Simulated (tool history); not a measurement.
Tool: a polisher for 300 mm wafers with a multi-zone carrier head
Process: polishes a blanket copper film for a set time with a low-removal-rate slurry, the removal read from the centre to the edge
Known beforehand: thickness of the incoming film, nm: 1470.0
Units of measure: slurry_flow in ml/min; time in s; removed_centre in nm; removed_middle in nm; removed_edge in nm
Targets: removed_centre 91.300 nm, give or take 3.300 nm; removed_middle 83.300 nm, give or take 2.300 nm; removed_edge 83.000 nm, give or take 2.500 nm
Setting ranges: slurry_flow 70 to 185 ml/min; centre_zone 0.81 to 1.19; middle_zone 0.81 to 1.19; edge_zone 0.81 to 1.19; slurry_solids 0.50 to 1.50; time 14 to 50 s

run	day	slurry_flow	centre_zone	middle_zone	edge_zone	slurry_solids	time	removed_centre	removed_middle	removed_edge
1	0.000	120	1.00	1.00	1.00	1.00	32	103.180	98.657	99.367
2	0.200	120	1.00	1.09	1.00	1.00	32	101.190	107.070	98.958
3	0.342	110	1.00	1.05	0.96	0.95	32	98.512	100.270	93.455
4	0.646	110	1.00	0.99	0.96	0.95	32	99.150	96.041	94.574
5	0.929	110	1.00	0.99	0.99	0.95	32	97.908	95.916	97.022
6	1.012	100	1.01	0.97	0.95	0.90	32	94.190	89.368	92.513
7	1.075	95	1.02	0.97	0.92	0.90	32	96.432	88.698	90.176
8	1.346	90	1.02	0.97	0.90	0.90	32	94.209	89.874	88.186
9	1.683	85	1.03	0.96	0.89	0.90	32	93.573	86.656	88.189

Pick the move, out of 4, that brings all results within their allowed miss; only one does.
A	2.021	85	1.04	0.89	0.88	1.15	31	?	?	?
B	2.021	70	0.93	0.87	0.96	0.90	37	?	?	?
C	2.021	75	1.05	0.98	0.88	0.90	31	?	?	?
D	2.021	110	1.08	1.09	0.82	0.90	29	?	?	?

move	removed_centre	removed_middle	removed_edge
A	98.272	84.117	89.594
B	94.065	89.159	102.280
C	90.833	83.790	83.049
D	96.185	93.090	79.406
A: further off than the last run
B: further off than the last run
C: all results in spec
D: carries the result that was furthest off beyond its target, to the other side
Move C is the one to make.
